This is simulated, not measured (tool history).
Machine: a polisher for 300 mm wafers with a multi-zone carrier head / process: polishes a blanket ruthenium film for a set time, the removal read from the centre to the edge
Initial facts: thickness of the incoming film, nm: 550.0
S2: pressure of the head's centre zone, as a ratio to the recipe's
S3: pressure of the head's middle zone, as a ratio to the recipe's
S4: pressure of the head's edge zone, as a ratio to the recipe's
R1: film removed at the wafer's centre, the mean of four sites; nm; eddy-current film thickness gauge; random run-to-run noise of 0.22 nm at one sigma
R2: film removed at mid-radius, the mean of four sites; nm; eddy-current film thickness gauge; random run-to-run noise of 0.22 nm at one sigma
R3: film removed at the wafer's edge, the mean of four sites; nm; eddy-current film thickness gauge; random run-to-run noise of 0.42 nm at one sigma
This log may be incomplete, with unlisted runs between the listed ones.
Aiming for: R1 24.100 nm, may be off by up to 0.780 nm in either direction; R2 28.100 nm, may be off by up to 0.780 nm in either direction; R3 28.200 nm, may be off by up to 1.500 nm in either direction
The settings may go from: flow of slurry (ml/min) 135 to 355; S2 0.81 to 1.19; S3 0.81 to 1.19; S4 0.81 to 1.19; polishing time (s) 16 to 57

{"run": 1, "day": 0.0, "flow of slurry (ml/min)": 225, "S2": 1.0, "S3": 1.0, "S4": 1.0, "polishing time (s)": 36, "R1": 22.636, "R2": 22.916, "R3": 22.997}
{"run": 2, "day": 0.242, "flow of slurry (ml/min)": 225, "S2": 1.0, "S3": 1.0, "S4": 1.0, "polishing time (s)": 31, "R1": 19.572, "R2": 19.894, "R3": 19.508}
{"run": 3, "day": 0.617, "flow of slurry (ml/min)": 225, "S2": 0.99, "S3": 1.01, "S4": 1.02, "polishing time (s)": 32, "R1": 19.844, "R2": 20.776, "R3": 20.749}
{"run": 4, "day": 0.854, "flow of slurry (ml/min)": 275, "S2": 0.99, "S3": 1.01, "S4": 1.02, "polishing time (s)": 32, "R1": 20.545, "R2": 21.632, "R3": 20.535}
{"run": 5, "day": 0.921, "flow of slurry (ml/min)": 260, "S2": 0.99, "S3": 1.03, "S4": 1.04, "polishing time (s)": 33, "R1": 20.88, "R2": 22.057, "R3": 22.343}
{"day": 1.262, "done": "slurry nozzle cleaned"}
{"run": 6, "day": 1.262, "flow of slurry (ml/min)": 260, "S2": 0.99, "S3": 1.03, "S4": 1.04, "polishing time (s)": 25, "R1": 16.476, "R2": 17.255, "R3": 16.633}
{"run": 7, "day": 1.35, "flow of slurry (ml/min)": 265, "S2": 0.99, "S3": 1.05, "S4": 1.06, "polishing time (s)": 27, "R1": 17.925, "R2": 19.351, "R3": 18.611}
{"run": 8, "day": 1.612, "flow of slurry (ml/min)": 265, "S2": 1.0, "S3": 1.07, "S4": 1.08, "polishing time (s)": 28, "R1": 18.486, "R2": 19.971, "R3": 19.421}

Exactly one of the 4 candidate moves below puts every result within its allowed miss. Which one?
{"run": "A", "day": 1.875, "flow of slurry (ml/min)": 175, "S2": 0.89, "S3": 0.96, "S4": 1.19, "polishing time (s)": 21, "R1": "?", "R2": "?", "R3": "?"}
{"run": "B", "day": 1.875, "flow of slurry (ml/min)": 290, "S2": 0.96, "S3": 1.1, "S4": 1.07, "polishing time (s)": 36, "R1": "?", "R2": "?", "R3": "?"}
{"run": "C", "day": 1.875, "flow of slurry (ml/min)": 310, "S2": 1.11, "S3": 1.1, "S4": 0.93, "polishing time (s)": 38, "R1": "?", "R2": "?", "R3": "?"}
{"run": "D", "day": 1.875, "flow of slurry (ml/min)": 245, "S2": 0.9, "S3": 1.07, "S4": 1.11, "polishing time (s)": 40, "R1": "?", "R2": "?", "R3": "?"}

move=A R1=11.890 R2=12.861 R3=14.291
move=B R1=23.555 R2=26.608 R3=24.457
move=C R1=28.293 R2=28.266 R3=24.254
move=D R1=24.275 R2=28.316 R3=27.280
A: further off than the last run
B: moves toward the targets from the last run without getting all of them in spec
C: puts the biggest miss on target and leaves a different result outside tolerance
D: each result inside its tolerance
So the answer is move D, the one that meets all the targets.

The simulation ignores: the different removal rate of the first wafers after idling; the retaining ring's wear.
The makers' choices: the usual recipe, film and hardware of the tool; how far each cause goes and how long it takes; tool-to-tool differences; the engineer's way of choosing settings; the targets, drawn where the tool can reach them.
